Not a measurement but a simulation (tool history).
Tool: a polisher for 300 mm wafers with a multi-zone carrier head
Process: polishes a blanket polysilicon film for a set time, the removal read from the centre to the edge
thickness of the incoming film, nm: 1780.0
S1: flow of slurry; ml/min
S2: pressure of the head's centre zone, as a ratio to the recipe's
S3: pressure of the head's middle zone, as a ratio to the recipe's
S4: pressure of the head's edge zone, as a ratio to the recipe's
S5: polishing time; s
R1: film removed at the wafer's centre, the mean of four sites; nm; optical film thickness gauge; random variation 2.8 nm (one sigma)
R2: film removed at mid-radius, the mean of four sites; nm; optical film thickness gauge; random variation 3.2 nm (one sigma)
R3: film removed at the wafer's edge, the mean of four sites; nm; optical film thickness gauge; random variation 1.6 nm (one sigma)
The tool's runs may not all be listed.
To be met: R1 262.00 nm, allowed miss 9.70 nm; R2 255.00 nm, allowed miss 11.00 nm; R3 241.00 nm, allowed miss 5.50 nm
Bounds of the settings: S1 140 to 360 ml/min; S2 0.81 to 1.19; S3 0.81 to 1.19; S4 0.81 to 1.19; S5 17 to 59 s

Run 1, hour 0.0: S1 230 ml/min, S2 1.00, S3 1.00, S4 1.00, S5 38 s. Result: R1 203.66 nm, R2 206.56 nm, R3 208.88 nm.
Run 2, hour 3.0: S1 230 ml/min, S2 0.94, S3 1.00, S4 1.00, S5 38 s. Result: R1 196.00 nm, R2 207.18 nm, R3 208.27 nm.
Run 3, hour 5.4: S1 250 ml/min, S2 1.01, S3 1.03, S4 1.02, S5 39 s. Result: R1 218.90 nm, R2 224.52 nm, R3 215.65 nm.
Run 4, hour 11.0: S1 250 ml/min, S2 1.01, S3 1.03, S4 0.98, S5 39 s. Result: R1 216.55 nm, R2 222.16 nm, R3 215.17 nm.
Run 5, hour 15.8: S1 265 ml/min, S2 1.03, S3 1.03, S4 1.00, S5 40 s. Result: R1 234.92 nm, R2 227.61 nm, R3 225.61 nm.
Run 6, hour 19.2: S1 265 ml/min, S2 1.03, S3 1.03, S4 1.00, S5 45 s. Result: R1 261.20 nm, R2 255.08 nm, R3 250.95 nm.
Run 7, hour 25.1: S1 265 ml/min, S2 1.04, S3 1.04, S4 0.98, S5 45 s. Result: R1 262.16 nm, R2 261.06 nm, R3 248.20 nm.
Run 8, hour 32.5: S1 265 ml/min, S2 1.04, S3 1.04, S4 0.98, S5 45 s. Result: R1 257.50 nm, R2 260.30 nm, R3 247.84 nm.
Run 9, hour 33.4: S1 265 ml/min, S2 1.06, S3 1.04, S4 0.97, S5 45 s. Result: R1 266.34 nm, R2 256.51 nm, R3 248.86 nm.

5 next moves are on the table. One of them brings every result within its allowed miss. Which?
Run A, hour 34.3: S1 180 ml/min, S2 1.00, S3 0.93, S4 0.86, S5 50 s. Result: R1 ?, R2 ?, R3 ?.
Run B, hour 34.3: S1 240 ml/min, S2 1.04, S3 1.02, S4 0.89, S5 46 s. Result: R1 ?, R2 ?, R3 ?.
Run C, hour 34.3: S1 280 ml/min, S2 1.01, S3 0.99, S4 0.96, S5 48 s. Result: R1 ?, R2 ?, R3 ?.
Run D, hour 34.3: S1 235 ml/min, S2 0.98, S3 1.03, S4 0.94, S5 48 s. Result: R1 ?, R2 ?, R3 ?.
Run E, hour 34.3: S1 315 ml/min, S2 1.05, S3 0.96, S4 1.01, S5 46 s. Result: R1 ?, R2 ?, R3 ?.

move      R1      R2      R3
   A  266.49  250.76  250.39
   B  265.21  258.03  239.76
   C  273.35  266.71  262.32
   D  260.01  270.93  256.10
   E  275.61  251.69  259.81
A: further off than the last run
B: meets every target
C: further off than the last run
D: further off than the last run
E: further off than the last run
Move B is the one to make.

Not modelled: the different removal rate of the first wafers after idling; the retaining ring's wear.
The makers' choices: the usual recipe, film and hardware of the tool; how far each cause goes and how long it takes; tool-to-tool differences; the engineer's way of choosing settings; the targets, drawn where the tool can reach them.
